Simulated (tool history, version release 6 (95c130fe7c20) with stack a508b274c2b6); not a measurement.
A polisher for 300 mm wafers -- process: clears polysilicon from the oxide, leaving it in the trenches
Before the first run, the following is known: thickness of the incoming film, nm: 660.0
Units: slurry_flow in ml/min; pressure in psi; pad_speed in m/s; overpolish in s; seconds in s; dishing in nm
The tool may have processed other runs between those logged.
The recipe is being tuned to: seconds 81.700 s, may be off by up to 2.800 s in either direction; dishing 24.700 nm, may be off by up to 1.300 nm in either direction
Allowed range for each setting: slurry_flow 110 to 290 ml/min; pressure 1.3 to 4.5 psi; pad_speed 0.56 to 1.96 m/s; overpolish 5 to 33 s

{"run": 1, "hour": 0.0, "slurry_flow": 185, "pressure": 2.9, "pad_speed": 1.26, "overpolish": 17, "seconds": 29.785, "dishing": 41.748}
{"run": 2, "hour": 1.6, "slurry_flow": 180, "pressure": 2.5, "pad_speed": 1.12, "overpolish": 14, "seconds": 38.487, "dishing": 42.666}
{"run": 3, "hour": 10.5, "slurry_flow": 180, "pressure": 2.5, "pad_speed": 1.12, "overpolish": 11, "seconds": 38.243, "dishing": 40.539}
{"run": 4, "hour": 16.9, "slurry_flow": 135, "pressure": 2.5, "pad_speed": 1.12, "overpolish": 11, "seconds": 40.859, "dishing": 41.672}
{"run": 5, "hour": 24.6, "slurry_flow": 135, "pressure": 2.5, "pad_speed": 0.98, "overpolish": 11, "seconds": 45.695, "dishing": 40.062}
{"run": 6, "hour": 29.8, "slurry_flow": 130, "pressure": 2.4, "pad_speed": 0.88, "overpolish": 9, "seconds": 53.238, "dishing": 39.401}
{"run": 7, "hour": 30.8, "slurry_flow": 125, "pressure": 2.3, "pad_speed": 0.8, "overpolish": 8, "seconds": 60.873, "dishing": 36.519}
{"run": 8, "hour": 38.0, "slurry_flow": 125, "pressure": 2.3, "pad_speed": 0.8, "overpolish": 8, "seconds": 61.502, "dishing": 36.025}
{"run": 9, "hour": 44.5, "slurry_flow": 170, "pressure": 2.1, "pad_speed": 0.74, "overpolish": 7, "seconds": 67.593, "dishing": 32.91}
{"run": 10, "hour": 53.2, "slurry_flow": 200, "pressure": 2.0, "pad_speed": 0.7, "overpolish": 6, "seconds": 73.261, "dishing": 28.432}

Which of these 4 next moves meets every target?
{"run": "A", "hour": 61.9, "slurry_flow": 195, "pressure": 1.7, "pad_speed": 0.74, "overpolish": 5, "seconds": "?", "dishing": "?"}
{"run": "B", "hour": 61.9, "slurry_flow": 215, "pressure": 2.0, "pad_speed": 0.64, "overpolish": 12, "seconds": "?", "dishing": "?"}
{"run": "C", "hour": 61.9, "slurry_flow": 135, "pressure": 1.9, "pad_speed": 0.68, "overpolish": 8, "seconds": "?", "dishing": "?"}
{"run": "D", "hour": 61.9, "slurry_flow": 215, "pressure": 2.0, "pad_speed": 0.74, "overpolish": 7, "seconds": "?", "dishing": "?"}

move=A seconds=81.933 dishing=25.075
move=B seconds=79.410 dishing=38.047
move=C seconds=85.438 dishing=31.759
move=D seconds=69.216 dishing=32.902
A: hits every target within its allowed miss
B: puts the biggest miss on target and leaves a different result outside tolerance
C: takes the result that was furthest off past its target
D: lands further from the targets than the last run did
Answer: A
